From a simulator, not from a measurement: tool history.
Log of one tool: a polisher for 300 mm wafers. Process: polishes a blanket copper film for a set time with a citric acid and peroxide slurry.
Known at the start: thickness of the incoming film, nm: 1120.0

run	hour	flow of slurry (ml/min)	pressure of the wafer on the pad (kPa)	speed of the pad under the wafer (m/s)	abrasive content of the slurry	polishing time (s)	film removed (nm)
1	0.0	150	22.1	0.90	1.0	18	32.409
2	5.8	150	20.7	0.90	1.0	18	30.117
3	10.5	150	20.7	1.12	1.0	18	34.590
4	16.5	150	19.3	1.12	1.0	18	32.424
5	18.0	150	23.4	1.12	1.0	18	38.961
6	24.9	180	23.4	1.12	1.0	18	40.379
7	33.0	180	22.1	1.10	1.0	18	38.505
8	40.1	175	20.7	1.08	1.0	18	34.280

For run 9, what comes out?
9	46.7	175	19.3	1.08	1.0	18	?

Run 9 measured film removed (nm) 33.208.
